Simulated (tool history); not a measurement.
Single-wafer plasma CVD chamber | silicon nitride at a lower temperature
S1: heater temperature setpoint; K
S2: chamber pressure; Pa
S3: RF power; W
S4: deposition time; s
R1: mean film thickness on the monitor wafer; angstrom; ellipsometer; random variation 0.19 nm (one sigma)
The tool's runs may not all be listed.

{"run": 1, "hour": 0.0, "S1": 623.15, "S2": 271, "S3": 285, "S4": 28.3, "R1": 365.07}
{"run": 2, "hour": 2.1, "S1": 623.15, "S2": 271, "S3": 315, "S4": 28.3, "R1": 402.88}
{"run": 3, "hour": 3.2, "S1": 623.15, "S2": 279, "S3": 315, "S4": 28.3, "R1": 406.31}
{"run": 4, "hour": 4.2, "S1": 623.15, "S2": 284, "S3": 315, "S4": 28.3, "R1": 407.9}
{"hour": 12.1, "done": "thermocouple changed; heater temperature recalibrated"}
{"run": 5, "hour": 12.1, "S1": 623.15, "S2": 284, "S3": 315, "S4": 28.3, "R1": 410.15}
{"run": 6, "hour": 15.1, "S1": 623.15, "S2": 284, "S3": 315, "S4": 26.9, "R1": 385.82}
{"run": 7, "hour": 21.4, "S1": 623.15, "S2": 303, "S3": 315, "S4": 26.9, "R1": 393.01}

The next listed run, before its measurement:
{"run": 8, "hour": 24.6, "S1": 623.15, "S2": 357, "S3": 320, "S4": 26.9, "R1": "?"}

Run 8 gave R1 411.91 angstrom.
